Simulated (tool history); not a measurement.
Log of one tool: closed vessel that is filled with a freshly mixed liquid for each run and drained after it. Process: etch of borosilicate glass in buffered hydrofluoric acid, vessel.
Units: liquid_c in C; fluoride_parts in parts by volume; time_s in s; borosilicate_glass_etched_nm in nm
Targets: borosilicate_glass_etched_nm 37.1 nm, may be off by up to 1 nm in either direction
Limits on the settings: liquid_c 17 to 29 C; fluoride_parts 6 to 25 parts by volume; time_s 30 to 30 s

Run 1, hour 0: liquid_c 21 C, fluoride_parts 15.5 parts by volume, time_s 30 s. Result: borosilicate_glass_etched_nm 20.728 nm.
Run 2, hour 6.2: liquid_c 18 C, fluoride_parts 15.5 parts by volume, time_s 30 s. Result: borosilicate_glass_etched_nm 17.546 nm.
Run 3, hour 14.8: liquid_c 19.5 C, fluoride_parts 15 parts by volume, time_s 30 s. Result: borosilicate_glass_etched_nm 19.922 nm.
Run 4, hour 16.3: liquid_c 19.5 C, fluoride_parts 12.5 parts by volume, time_s 30 s. Result: borosilicate_glass_etched_nm 23.852 nm.
Run 5, hour 20: liquid_c 20.5 C, fluoride_parts 12.5 parts by volume, time_s 30 s. Result: borosilicate_glass_etched_nm 24.991 nm.
Run 6, hour 25.3: liquid_c 20.5 C, fluoride_parts 14 parts by volume, time_s 30 s. Result: borosilicate_glass_etched_nm 22.495 nm.
At hour 28.3: hydrofluoric acid flow meter replaced.
Run 7, hour 28.3: liquid_c 21.5 C, fluoride_parts 14 parts by volume, time_s 30 s. Result: borosilicate_glass_etched_nm 22.201 nm.
Run 8, hour 29.3: liquid_c 22.5 C, fluoride_parts 13 parts by volume, time_s 30 s. Result: borosilicate_glass_etched_nm 25.183 nm.
Run 9, hour 30.3: liquid_c 23.5 C, fluoride_parts 12.5 parts by volume, time_s 30 s. Result: borosilicate_glass_etched_nm 27.706 nm.
Run 10, hour 36: liquid_c 24.5 C, fluoride_parts 12.5 parts by volume, time_s 30 s. Result: borosilicate_glass_etched_nm 29.029 nm.

Which of these 4 next moves meets every target?
Run A, hour 41.7: liquid_c 24 C, fluoride_parts 8.5 parts by volume, time_s 30 s. Result: borosilicate_glass_etched_nm ?.
Run B, hour 41.7: liquid_c 20.5 C, fluoride_parts 11.5 parts by volume, time_s 30 s. Result: borosilicate_glass_etched_nm ?.
Run C, hour 41.7: liquid_c 21.5 C, fluoride_parts 8 parts by volume, time_s 30 s. Result: borosilicate_glass_etched_nm ?.
Run D, hour 41.7: liquid_c 21.5 C, fluoride_parts 7.5 parts by volume, time_s 30 s. Result: borosilicate_glass_etched_nm ?.

move  borosilicate_glass_etched_nm
   A                        40.517
   B                        25.627
   C                        37.874
   D                        40.674
A: carries the result that was furthest off beyond its target, to the other side
B: further off than the last run
C: meets every target
D: carries the result that was furthest off beyond its target, to the other side
Go with C: it meets all targets.

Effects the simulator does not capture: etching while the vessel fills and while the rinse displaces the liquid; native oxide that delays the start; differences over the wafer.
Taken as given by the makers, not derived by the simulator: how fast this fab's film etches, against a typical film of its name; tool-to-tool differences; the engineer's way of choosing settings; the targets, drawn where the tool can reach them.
